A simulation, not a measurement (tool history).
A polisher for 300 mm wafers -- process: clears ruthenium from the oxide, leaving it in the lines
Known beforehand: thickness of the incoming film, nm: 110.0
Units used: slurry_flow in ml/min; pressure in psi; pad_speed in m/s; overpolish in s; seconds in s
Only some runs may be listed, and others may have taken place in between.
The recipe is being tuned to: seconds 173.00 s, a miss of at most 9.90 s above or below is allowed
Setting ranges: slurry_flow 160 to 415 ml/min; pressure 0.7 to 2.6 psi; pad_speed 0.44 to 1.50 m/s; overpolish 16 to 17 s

run	hour	slurry_flow	pressure	pad_speed	overpolish	seconds
1	0.0	265	1.6	0.96	16	124.74
2	3.5	315	1.6	0.96	16	123.82
3	5.5	340	1.6	0.96	16	129.77
4	6.8	340	1.5	0.96	16	130.56
5	8.4	340	1.5	1.04	16	123.72
6	15.3	340	1.4	1.04	16	131.56
7	17.0	340	1.3	1.04	16	142.06
8	24.1	340	1.1	1.02	16	158.57

5 candidate next runs follow, results not yet known. Just one meets every target within its allowed miss. Identify it.
A	31.2	345	0.8	1.10	16	?
B	31.2	365	1.2	0.84	17	?
C	31.2	340	0.8	1.06	16	?
D	31.2	410	1.2	1.12	16	?
E	31.2	405	0.9	0.86	16	?

move	seconds
A	189.55
B	166.31
C	194.34
D	138.16
E	200.91
A: takes the result that was furthest off past its target
B: each result inside its tolerance
C: takes the result that was furthest off past its target
D: the biggest miss grows against the last run
E: takes the result that was furthest off past its target
B meets every target.
